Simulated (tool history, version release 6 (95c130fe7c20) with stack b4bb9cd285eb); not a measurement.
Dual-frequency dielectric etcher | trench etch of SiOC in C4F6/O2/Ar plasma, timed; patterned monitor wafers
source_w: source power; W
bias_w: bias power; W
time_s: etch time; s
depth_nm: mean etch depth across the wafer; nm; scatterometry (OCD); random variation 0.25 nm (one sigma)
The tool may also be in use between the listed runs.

{"run": 1, "day": 0.0, "source_w": 460, "bias_w": 155, "time_s": 28.5, "depth_nm": 54.638}
{"run": 2, "day": 0.183, "source_w": 460, "bias_w": 155, "time_s": 28.5, "depth_nm": 53.75}
{"run": 3, "day": 0.258, "source_w": 440, "bias_w": 154, "time_s": 28.5, "depth_nm": 53.281}
{"run": 4, "day": 0.583, "source_w": 420, "bias_w": 153, "time_s": 28.5, "depth_nm": 51.919}
{"run": 5, "day": 0.788, "source_w": 410, "bias_w": 152, "time_s": 28.5, "depth_nm": 50.927}
{"run": 6, "day": 1.021, "source_w": 410, "bias_w": 137, "time_s": 28.5, "depth_nm": 49.918}
{"day": 1.183, "done": "bias power generator calibrated"}
{"run": 7, "day": 1.183, "source_w": 400, "bias_w": 137, "time_s": 28.5, "depth_nm": 49.701}

Forecast run 8:
{"run": 8, "day": 1.554, "source_w": 360, "bias_w": 134, "time_s": 28.5, "depth_nm": "?"}

{"run 8": {"depth_nm": 46.97}}

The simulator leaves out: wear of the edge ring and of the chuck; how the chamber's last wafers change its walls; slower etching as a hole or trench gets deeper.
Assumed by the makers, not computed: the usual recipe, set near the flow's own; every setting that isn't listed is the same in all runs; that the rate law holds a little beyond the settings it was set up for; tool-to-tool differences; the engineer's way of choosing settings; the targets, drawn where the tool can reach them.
